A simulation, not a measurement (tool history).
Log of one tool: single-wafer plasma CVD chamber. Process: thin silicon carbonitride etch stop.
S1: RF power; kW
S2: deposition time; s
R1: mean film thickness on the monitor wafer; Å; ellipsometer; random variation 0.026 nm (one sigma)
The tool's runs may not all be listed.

run,day,S1,S2,R1
1,0.000,0.180,17.0,86.826
2,0.350,0.180,18.9,96.090
3,0.696,0.170,17.9,90.044
4,1.050,0.145,17.9,86.226
5,1.321,0.145,15.6,75.279
6,1.529,0.145,17.8,86.738
7,1.825,0.145,17.8,85.685
8,2.054,0.145,17.8,86.282
9,2.296,0.140,17.1,82.265
10,2.558,0.135,16.6,78.379
11,2.788,0.135,16.3,77.779

The next listed run, before its measurement:
12,3.117,0.135,16.0,?

{"run 12": {"R1": 75.771}}

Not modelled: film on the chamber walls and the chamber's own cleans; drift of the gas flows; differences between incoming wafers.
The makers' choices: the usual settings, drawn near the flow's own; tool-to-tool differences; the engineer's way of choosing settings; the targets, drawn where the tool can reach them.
